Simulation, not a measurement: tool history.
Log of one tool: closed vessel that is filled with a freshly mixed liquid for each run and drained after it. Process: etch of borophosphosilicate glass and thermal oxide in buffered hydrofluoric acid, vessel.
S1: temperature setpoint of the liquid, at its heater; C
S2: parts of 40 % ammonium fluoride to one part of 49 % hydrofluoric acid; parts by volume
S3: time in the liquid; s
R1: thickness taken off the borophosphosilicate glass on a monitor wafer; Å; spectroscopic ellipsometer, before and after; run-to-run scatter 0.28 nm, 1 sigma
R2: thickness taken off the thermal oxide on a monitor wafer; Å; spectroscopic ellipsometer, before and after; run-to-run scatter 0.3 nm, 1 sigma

run	hour	S1	S2	S3	R1	R2
1	0	22	11.5	60	684.47	552.21
2	4.7	21.5	12	60	629.73	521.35
3	11.3	21.5	12	50	530.18	425.12
4	17.5	21	12	50	518.16	415.53
5	19.1	19.5	12	50	474.91	386.91
6	21.7	19	12	50	463.91	374.92

What will run 7 give?
7	23.9	18.5	12	50	?	?

For run 7 the tool returned R1 450.95 Å, R2 363.65 Å.
